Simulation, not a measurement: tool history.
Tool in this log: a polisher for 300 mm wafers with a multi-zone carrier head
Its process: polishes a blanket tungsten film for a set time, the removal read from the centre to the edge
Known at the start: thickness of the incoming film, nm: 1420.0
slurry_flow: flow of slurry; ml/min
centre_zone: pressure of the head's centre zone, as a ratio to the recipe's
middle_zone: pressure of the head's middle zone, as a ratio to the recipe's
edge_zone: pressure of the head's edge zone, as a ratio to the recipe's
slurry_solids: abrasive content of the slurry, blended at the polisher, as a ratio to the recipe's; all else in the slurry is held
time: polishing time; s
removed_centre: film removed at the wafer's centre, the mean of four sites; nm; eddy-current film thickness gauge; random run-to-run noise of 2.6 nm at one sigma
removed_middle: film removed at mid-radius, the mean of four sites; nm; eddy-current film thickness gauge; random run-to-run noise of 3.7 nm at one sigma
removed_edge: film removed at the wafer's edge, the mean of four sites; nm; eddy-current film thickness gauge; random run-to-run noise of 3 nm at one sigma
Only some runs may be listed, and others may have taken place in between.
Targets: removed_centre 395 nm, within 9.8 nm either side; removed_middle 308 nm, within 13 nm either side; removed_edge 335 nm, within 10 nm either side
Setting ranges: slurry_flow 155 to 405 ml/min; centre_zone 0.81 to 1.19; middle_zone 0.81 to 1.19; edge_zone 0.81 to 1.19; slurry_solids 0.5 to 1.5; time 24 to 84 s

run,day,slurry_flow,centre_zone,middle_zone,edge_zone,slurry_solids,time,removed_centre,removed_middle,removed_edge
1,0,260,1,1,1,1,54,420.89,381.62,391.09
2,0.242,260,1,1,1,0.85,54,397.29,358.96,375.37
3,0.554,255,1.01,0.99,0.98,0.85,54,403.67,353.29,372.35
4,0.638,255,1.01,0.99,0.98,1.05,54,429.83,377.72,383.53
5,0.85,285,1.01,0.99,0.98,1.05,54,438.28,386.94,393.01
6,1.071,325,1.01,0.99,0.98,1.05,54,439.39,385.93,404.89
7,1.112,315,1.01,0.97,0.96,1.05,54,439.47,378.74,392.68
8,1.196,305,1,0.95,0.95,1.05,54,431.44,374.22,390.41
9,1.446,300,1,0.94,0.94,1,54,431.29,363.66,387.47
10,1.762,290,1,0.93,0.93,0.95,54,424.42,356.32,377.51
11,2.042,285,1,0.92,0.92,0.95,54,416.69,356.66,375.75
12,2.308,280,1.01,0.91,0.91,0.9,54,412.01,344.61,364.93
13,2.525,275,1.01,0.9,0.9,0.9,54,416.9,348.69,367.81
14,2.871,275,1.01,0.9,0.9,0.9,54,409.75,334.96,366.97
15,2.975,270,1.01,0.9,0.89,0.9,54,409.27,337.93,363.17
16,3.308,265,1.01,0.89,0.88,0.9,54,412.46,339.18,359.63
17,3.629,260,1.01,0.88,0.87,0.9,54,410.77,335.77,356.77
18,3.979,255,1.01,0.87,0.86,0.9,54,409.27,329.21,359.55
19,4.117,255,1.01,0.87,0.86,0.9,54,410.35,326.23,353.55
20,4.425,250,1.01,0.87,0.86,0.9,54,408.16,321.9,353.07
21,4.796,245,1.01,0.87,0.85,0.9,54,409.79,320.12,359.91
22,5.121,245,1.01,0.87,0.85,0.9,54,412.65,323.34,347.96
# day 5.221: centre zone pressure recalibrated
23,5.221,205,0.99,0.84,0.81,0.85,54,344.97,298.69,336.82
24,5.479,215,0.99,0.84,0.81,0.85,54,348.21,304.57,339.03

Consider the 5 candidate settings below. Which is the only one whose results all fall within their allowed miss of target?
A,5.738,215,0.91,0.88,0.83,0.95,51,?,?,?
B,5.738,230,0.98,0.86,0.81,0.9,53,?,?,?
C,5.738,175,0.89,0.91,0.81,0.8,55,?,?,?
D,5.738,210,1.11,0.85,0.81,1.05,51,?,?,?
E,5.738,200,0.85,0.85,0.81,0.9,53,?,?,?

move,removed_centre,removed_middle,removed_edge
A,314.02,310.03,329.89
B,350.09,314.3,336.97
C,302.7,315.62,326.45
D,392.97,308.52,335.39
E,296.01,304.84,331.62
A: moves away from the targets compared with the last run
B: about as far from the targets as the last run
C: moves away from the targets compared with the last run
D: all results land within tolerance of their targets
E: moves away from the targets compared with the last run
The right move is D.
